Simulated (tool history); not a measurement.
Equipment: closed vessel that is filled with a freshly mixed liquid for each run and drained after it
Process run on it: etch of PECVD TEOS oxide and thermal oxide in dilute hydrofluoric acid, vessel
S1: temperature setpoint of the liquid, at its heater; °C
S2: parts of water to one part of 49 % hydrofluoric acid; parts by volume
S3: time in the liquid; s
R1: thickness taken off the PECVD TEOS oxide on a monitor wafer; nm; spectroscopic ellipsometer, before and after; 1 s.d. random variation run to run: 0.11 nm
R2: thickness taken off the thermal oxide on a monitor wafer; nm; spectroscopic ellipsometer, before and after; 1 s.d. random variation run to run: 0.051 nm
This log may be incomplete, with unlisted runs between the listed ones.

run  hour    S1  S2  S3      R1      R2
  1   0.0  22.0  55  60  14.029  5.5557
  2   7.9  24.5  55  60  15.432  6.0313
  3  10.1  25.5  55  60  16.276  6.3856
  4  14.7  26.0  55  60  16.384  6.4458
  5  21.4  26.0  45  60  20.554  7.9151
  6  28.3  29.5  45  60  23.557  9.2423
  7  35.0  27.5  45  60  21.728  8.5018
  8  43.5  26.0  45  60  20.618  7.9514
  9  44.8  23.5  50  60  16.655  6.4455

Forecast run 10:
 10  46.2  24.0  50  60   ?   ?

R1: 17.096 nm
R2: 6.6116 nm

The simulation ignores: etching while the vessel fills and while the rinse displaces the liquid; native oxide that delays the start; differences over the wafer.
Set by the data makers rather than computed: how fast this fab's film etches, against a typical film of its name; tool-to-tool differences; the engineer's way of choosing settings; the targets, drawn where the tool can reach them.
